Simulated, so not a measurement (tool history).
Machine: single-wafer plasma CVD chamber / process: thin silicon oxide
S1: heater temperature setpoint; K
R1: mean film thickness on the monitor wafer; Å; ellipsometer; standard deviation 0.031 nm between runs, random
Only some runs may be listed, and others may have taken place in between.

Run 1, hour 0: S1 668.15 K, chamber pressure (mTorr) 642, RF power (W) 225, deposition time (s) 8.8. Result: R1 109.97 Å.
Run 2, hour 6.9: S1 678.15 K, chamber pressure (mTorr) 642, RF power (W) 225, deposition time (s) 8.8. Result: R1 109.03 Å.
Run 3, hour 9: S1 678.15 K, chamber pressure (mTorr) 618, RF power (W) 225, deposition time (s) 8.8. Result: R1 105.43 Å.
Run 4, hour 11.2: S1 678.15 K, chamber pressure (mTorr) 697, RF power (W) 225, deposition time (s) 8.8. Result: R1 118.44 Å.
Run 5, hour 19: S1 678.15 K, chamber pressure (mTorr) 660, RF power (W) 225, deposition time (s) 8.8. Result: R1 111.7 Å.
Run 6, hour 25.5: S1 688.15 K, chamber pressure (mTorr) 660, RF power (W) 225, deposition time (s) 8.8. Result: R1 111.38 Å.
Run 7, hour 31: S1 688.15 K, chamber pressure (mTorr) 632, RF power (W) 225, deposition time (s) 8.8. Result: R1 106.74 Å.
Run 8, hour 36.9: S1 688.15 K, chamber pressure (mTorr) 609, RF power (W) 225, deposition time (s) 8.8. Result: R1 103.34 Å.
Run 9, hour 45.4: S1 688.15 K, chamber pressure (mTorr) 590, RF power (W) 225, deposition time (s) 8.8. Result: R1 100.19 Å.
Run 10, hour 47.6: S1 688.15 K, chamber pressure (mTorr) 575, RF power (W) 225, deposition time (s) 8.8. Result: R1 97.985 Å.
Run 11, hour 49.9: S1 688.15 K, chamber pressure (mTorr) 506, RF power (W) 225, deposition time (s) 8.8. Result: R1 86.143 Å.

Estimate the outcome of run 12 from the log above:
Run 12, hour 51.6: S1 688.15 K, chamber pressure (mTorr) 506, RF power (W) 225, deposition time (s) 8.8. Result: R1 ?.

Run 12 measured R1 85.467 Å.

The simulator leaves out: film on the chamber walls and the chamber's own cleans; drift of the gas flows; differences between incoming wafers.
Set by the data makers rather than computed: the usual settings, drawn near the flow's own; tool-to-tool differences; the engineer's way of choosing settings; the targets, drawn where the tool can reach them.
